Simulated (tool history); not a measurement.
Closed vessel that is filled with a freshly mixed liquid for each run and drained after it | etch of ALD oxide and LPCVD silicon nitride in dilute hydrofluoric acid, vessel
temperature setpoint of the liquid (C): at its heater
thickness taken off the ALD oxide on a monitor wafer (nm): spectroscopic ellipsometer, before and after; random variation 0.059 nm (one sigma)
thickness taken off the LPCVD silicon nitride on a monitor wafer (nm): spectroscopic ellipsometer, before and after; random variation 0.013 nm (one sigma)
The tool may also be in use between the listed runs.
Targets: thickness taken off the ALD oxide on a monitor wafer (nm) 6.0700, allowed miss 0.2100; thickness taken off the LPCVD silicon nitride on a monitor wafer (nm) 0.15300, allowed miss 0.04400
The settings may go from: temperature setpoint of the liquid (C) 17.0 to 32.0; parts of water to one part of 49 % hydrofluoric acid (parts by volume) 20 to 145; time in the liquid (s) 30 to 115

run	hour	temperature setpoint of the liquid (C)	parts of water to one part of 49 % hydrofluoric acid (parts by volume)	time in the liquid (s)	thickness taken off the ALD oxide on a monitor wafer (nm)	thickness taken off the LPCVD silicon nitride on a monitor wafer (nm)
1	0.0	24.0	80	60	17.8100	0.36664
2	1.0	26.5	80	60	19.2650	0.46037
3	4.0	25.5	100	55	13.3150	0.25956
4	4.7	26.5	115	50	10.7250	0.24145
5	13.2	26.5	115	65	13.9450	0.36986
6	15.7	26.5	100	65	16.4640	0.43990
7	20.3	26.5	115	55	11.9280	0.29191
8	25.2	25.5	125	50	9.3028	0.17968
9	26.1	26.5	130	45	8.4235	0.24233
10	28.7	26.0	135	45	7.8457	0.20485
11	35.2	25.5	140	45	7.3783	0.18517
12	44.2	25.5	145	40	6.3544	0.17052
13	51.4	25.5	145	40	6.3759	0.16525

4 next moves are on the table. One of them brings every result within its allowed miss. Which?
A	58.6	20.0	100	35	?	?
B	58.6	25.5	145	45	?	?
C	58.6	30.0	145	35	?	?
D	58.6	24.5	145	40	?	?

move	thickness taken off the ALD oxide on a monitor wafer (nm)	thickness taken off the LPCVD silicon nitride on a monitor wafer (nm)
A	6.8064	0.16375
B	7.1180	0.20992
C	6.5373	0.21637
D	6.0914	0.17501
A: further off than the last run
B: further off than the last run
C: further off than the last run
D: meets every target
Answer: D

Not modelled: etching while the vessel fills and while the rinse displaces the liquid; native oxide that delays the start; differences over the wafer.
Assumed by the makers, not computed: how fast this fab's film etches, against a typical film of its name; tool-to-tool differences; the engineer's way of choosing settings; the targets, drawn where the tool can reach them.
